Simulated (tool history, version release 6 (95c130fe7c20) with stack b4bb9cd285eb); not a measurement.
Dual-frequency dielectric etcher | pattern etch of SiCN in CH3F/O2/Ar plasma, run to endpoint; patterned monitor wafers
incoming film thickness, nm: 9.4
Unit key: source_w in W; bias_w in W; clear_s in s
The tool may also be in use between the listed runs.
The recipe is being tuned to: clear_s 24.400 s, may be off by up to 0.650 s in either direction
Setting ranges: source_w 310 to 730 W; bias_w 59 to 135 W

| run | hour | source_w | bias_w | clear_s |
|---|---|---|---|---|
| 1 | 0.0 | 520 | 97 | 20.720 |
| 2 | 7.9 | 520 | 86 | 21.709 |
| 3 | 13.1 | 500 | 85 | 21.882 |
| 4 | 20.0 | 500 | 93 | 21.283 |
| 5 | 26.5 | 590 | 93 | 19.960 |
| 6 | 30.5 | 670 | 93 | 18.950 |
| 7 | 38.7 | 630 | 90 | 19.995 |
| 8 | 40.9 | 600 | 87 | 20.309 |
| 9 | 49.1 | 570 | 85 | 21.005 |
| 10 | 50.3 | 540 | 83 | 21.512 |
| 11 | 58.3 | 520 | 81 | 22.002 |
| 12 | 66.9 | 500 | 80 | 22.354 |
| 13 | 71.6 | 480 | 79 | 22.906 |
| 14 | 77.1 | 470 | 78 | 23.570 |
| 15 | 84.7 | 460 | 78 | 23.312 |
| 16 | 88.3 | 460 | 78 | 23.108 |
|  | 94.5 | bias power generator calibrated |
| 17 | 94.5 | 450 | 77 | 23.511 |
| 18 | 99.3 | 440 | 77 | 23.607 |

Exercise: of the 4 proposed moves below, exactly one satisfies all targets within the stated allowed misses. Which move is it?
| A | 104.1 | 440 | 69 | ? |
| B | 104.1 | 580 | 63 | ? |
| C | 104.1 | 440 | 80 | ? |
| D | 104.1 | 490 | 77 | ? |

| move | clear_s |
|---|---|
| A | 24.465 |
| B | 22.838 |
| C | 23.229 |
| D | 22.666 |
A: every result within its allowed miss
B: moves away from the targets compared with the last run
C: moves away from the targets compared with the last run
D: moves away from the targets compared with the last run
So the answer is move A, the one that meets all the targets.
